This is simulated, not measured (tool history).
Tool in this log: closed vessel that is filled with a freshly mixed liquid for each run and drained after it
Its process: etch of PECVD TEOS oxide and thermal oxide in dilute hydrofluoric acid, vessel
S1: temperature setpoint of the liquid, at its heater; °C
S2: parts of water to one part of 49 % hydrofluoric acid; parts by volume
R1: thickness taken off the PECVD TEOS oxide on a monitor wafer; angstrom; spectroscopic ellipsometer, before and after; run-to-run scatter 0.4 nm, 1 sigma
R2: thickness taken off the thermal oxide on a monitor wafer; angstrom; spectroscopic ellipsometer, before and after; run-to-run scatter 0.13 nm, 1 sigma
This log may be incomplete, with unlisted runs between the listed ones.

Run 1, hour 0: S1 24 °C, S2 235 parts by volume, time in the liquid (s) 570. Result: R1 339.83 angstrom, R2 91.084 angstrom.
Run 2, hour 7.2: S1 25 °C, S2 220 parts by volume, time in the liquid (s) 570. Result: R1 382.58 angstrom, R2 102.47 angstrom.
Run 3, hour 13.9: S1 22 °C, S2 220 parts by volume, time in the liquid (s) 570. Result: R1 341.05 angstrom, R2 91.598 angstrom.
Run 4, hour 16.8: S1 23 °C, S2 210 parts by volume, time in the liquid (s) 570. Result: R1 374.79 angstrom, R2 99.822 angstrom.
Run 5, hour 22.7: S1 23 °C, S2 160 parts by volume, time in the liquid (s) 570. Result: R1 520.86 angstrom, R2 139.77 angstrom.
Run 6, hour 26.2: S1 23 °C, S2 160 parts by volume, time in the liquid (s) 730. Result: R1 666.78 angstrom, R2 179.22 angstrom.

For run 7, what comes out?
Run 7, hour 34.3: S1 23.5 °C, S2 160 parts by volume, time in the liquid (s) 730. Result: R1 ?, R2 ?.

R1: 686.32 angstrom
R2: 182.49 angstrom
